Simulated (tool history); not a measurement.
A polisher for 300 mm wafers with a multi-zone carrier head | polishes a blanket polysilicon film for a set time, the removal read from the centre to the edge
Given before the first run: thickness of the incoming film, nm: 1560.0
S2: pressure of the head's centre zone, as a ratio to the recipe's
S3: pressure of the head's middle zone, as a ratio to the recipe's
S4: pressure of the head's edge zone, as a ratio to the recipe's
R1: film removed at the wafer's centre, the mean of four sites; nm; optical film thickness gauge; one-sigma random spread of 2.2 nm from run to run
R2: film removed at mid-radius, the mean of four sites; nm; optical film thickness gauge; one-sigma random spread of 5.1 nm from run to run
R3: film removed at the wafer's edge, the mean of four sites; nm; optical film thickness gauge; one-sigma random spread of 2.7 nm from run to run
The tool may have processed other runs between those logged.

{"run": 1, "hour": 0.0, "flow of slurry (ml/min)": 145, "S2": 1.0, "S3": 1.0, "S4": 1.0, "polishing time (s)": 52, "R1": 518.78, "R2": 498.92, "R3": 517.31}
{"run": 2, "hour": 0.9, "flow of slurry (ml/min)": 145, "S2": 1.0, "S3": 1.0, "S4": 1.06, "polishing time (s)": 52, "R1": 514.83, "R2": 512.89, "R3": 530.23}
{"run": 3, "hour": 9.5, "flow of slurry (ml/min)": 130, "S2": 1.0, "S3": 1.0, "S4": 1.06, "polishing time (s)": 52, "R1": 500.77, "R2": 513.1, "R3": 521.31}
{"run": 4, "hour": 10.8, "flow of slurry (ml/min)": 150, "S2": 1.0, "S3": 1.0, "S4": 1.06, "polishing time (s)": 52, "R1": 520.19, "R2": 500.0, "R3": 526.5}
{"run": 5, "hour": 12.1, "flow of slurry (ml/min)": 150, "S2": 1.06, "S3": 1.0, "S4": 1.06, "polishing time (s)": 52, "R1": 537.4, "R2": 517.79, "R3": 534.42}
{"run": 6, "hour": 15.4, "flow of slurry (ml/min)": 140, "S2": 1.02, "S3": 0.99, "S4": 1.02, "polishing time (s)": 49, "R1": 487.42, "R2": 470.06, "R3": 490.83}
{"run": 7, "hour": 20.4, "flow of slurry (ml/min)": 135, "S2": 1.0, "S3": 0.99, "S4": 0.99, "polishing time (s)": 47, "R1": 461.3, "R2": 445.52, "R3": 455.47}

What does the tool deliver on the next run?
{"run": 8, "hour": 29.3, "flow of slurry (ml/min)": 125, "S2": 0.96, "S3": 0.98, "S4": 0.96, "polishing time (s)": 46, "R1": "?", "R2": "?", "R3": "?"}

R1: 428.87 nm
R2: 430.77 nm
R3: 439.21 nm
